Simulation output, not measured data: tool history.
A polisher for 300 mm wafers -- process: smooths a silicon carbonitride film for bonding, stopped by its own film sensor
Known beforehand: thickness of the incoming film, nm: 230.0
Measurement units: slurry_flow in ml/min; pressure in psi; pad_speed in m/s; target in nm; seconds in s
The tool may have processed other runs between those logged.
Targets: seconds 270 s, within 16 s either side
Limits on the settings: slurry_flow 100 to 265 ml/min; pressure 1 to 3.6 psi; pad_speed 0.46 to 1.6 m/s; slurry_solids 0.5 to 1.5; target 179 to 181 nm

| run | hour | slurry_flow | pressure | pad_speed | slurry_solids | target | seconds |
|---|---|---|---|---|---|---|---|
| 1 | 0 | 170 | 2.3 | 1.02 | 1 | 181 | 159.2 |
| 2 | 2.6 | 170 | 2.3 | 1.02 | 1.15 | 181 | 149.09 |
| 3 | 11 | 140 | 2.3 | 1.02 | 1.15 | 181 | 151.72 |
| 4 | 17 | 105 | 2.3 | 1.02 | 1.15 | 181 | 162.66 |
| 5 | 17.8 | 105 | 2 | 1 | 1.15 | 181 | 179.68 |
| 6 | 19.8 | 105 | 1.8 | 0.96 | 1.15 | 181 | 208.11 |
| 7 | 27.9 | 105 | 1.6 | 0.94 | 1.15 | 181 | 222.8 |
| 8 | 30 | 105 | 1.6 | 0.94 | 1.15 | 181 | 228.37 |
| 9 | 38.3 | 105 | 1.5 | 0.94 | 1.15 | 181 | 237.81 |

Which single option among these 4 for the next run brings every result within its allowed miss of target? Just one does.
| A | 46.6 | 100 | 1.5 | 0.8 | 1.2 | 180 | ? |
| B | 46.6 | 105 | 1.1 | 0.9 | 1.25 | 179 | ? |
| C | 46.6 | 120 | 1.1 | 0.92 | 1 | 179 | ? |
| D | 46.6 | 100 | 1.7 | 0.78 | 0.95 | 179 | ? |

| move | seconds |
|---|---|
| A | 271.77 |
| B | 296.3 |
| C | 313.8 |
| D | 293.39 |
A: each result inside its tolerance
B: carries the result that was furthest off beyond its target, to the other side
C: carries the result that was furthest off beyond its target, to the other side
D: carries the result that was furthest off beyond its target, to the other side
A is the move that brings every result within its allowed miss.

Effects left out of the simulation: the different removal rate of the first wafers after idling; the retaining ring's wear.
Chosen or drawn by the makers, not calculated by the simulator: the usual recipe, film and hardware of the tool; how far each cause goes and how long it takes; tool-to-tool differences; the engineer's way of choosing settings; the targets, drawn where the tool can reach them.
